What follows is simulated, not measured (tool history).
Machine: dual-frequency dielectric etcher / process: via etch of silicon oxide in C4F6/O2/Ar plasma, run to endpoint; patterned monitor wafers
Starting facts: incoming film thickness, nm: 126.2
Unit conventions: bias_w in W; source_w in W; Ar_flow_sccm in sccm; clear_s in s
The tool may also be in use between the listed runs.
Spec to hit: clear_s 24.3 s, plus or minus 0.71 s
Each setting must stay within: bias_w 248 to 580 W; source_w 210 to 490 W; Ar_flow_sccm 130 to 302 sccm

run 1 hour=0 | bias_w=414 source_w=350 Ar_flow_sccm=216 | clear_s=29.773
run 2 hour=3.1 | bias_w=414 source_w=310 Ar_flow_sccm=216 | clear_s=31.047
run 3 hour=6.6 | bias_w=414 source_w=260 Ar_flow_sccm=216 | clear_s=32.532
run 4 hour=9.6 | bias_w=414 source_w=290 Ar_flow_sccm=216 | clear_s=31.51
run 5 hour=15 | bias_w=446 source_w=320 Ar_flow_sccm=211 | clear_s=29.368
run 6 hour=17.9 | bias_w=470 source_w=330 Ar_flow_sccm=209 | clear_s=28.307
run 7 hour=21.6 | bias_w=490 source_w=340 Ar_flow_sccm=207 | clear_s=27.627
run 8 hour=30.3 | bias_w=506 source_w=350 Ar_flow_sccm=205 | clear_s=26.437
run 9 hour=35.4 | bias_w=518 source_w=350 Ar_flow_sccm=204 | clear_s=26.237
run 10 hour=43.9 | bias_w=529 source_w=350 Ar_flow_sccm=203 | clear_s=25.861
run 11 hour=48 | bias_w=538 source_w=350 Ar_flow_sccm=202 | clear_s=25.75
run 12 hour=56.5 | bias_w=545 source_w=350 Ar_flow_sccm=201 | clear_s=25.405
run 13 hour=64.4 | bias_w=551 source_w=350 Ar_flow_sccm=201 | clear_s=25.036

Which of these 4 next moves meets every target?
run A hour=72.3 | bias_w=580 source_w=360 Ar_flow_sccm=214 | clear_s=?
run B hour=72.3 | bias_w=580 source_w=410 Ar_flow_sccm=202 | clear_s=?
run C hour=72.3 | bias_w=546 source_w=330 Ar_flow_sccm=222 | clear_s=?
run D hour=72.3 | bias_w=535 source_w=330 Ar_flow_sccm=201 | clear_s=?

move=A clear_s=24.702
move=B clear_s=23.315
move=C clear_s=26.459
move=D clear_s=26.371
A: each result inside its tolerance
B: the result that was furthest off in the last run now lies on the other side of its target
C: lands further from the targets than the last run did
D: lands further from the targets than the last run did
Correct choice: A, which meets every target
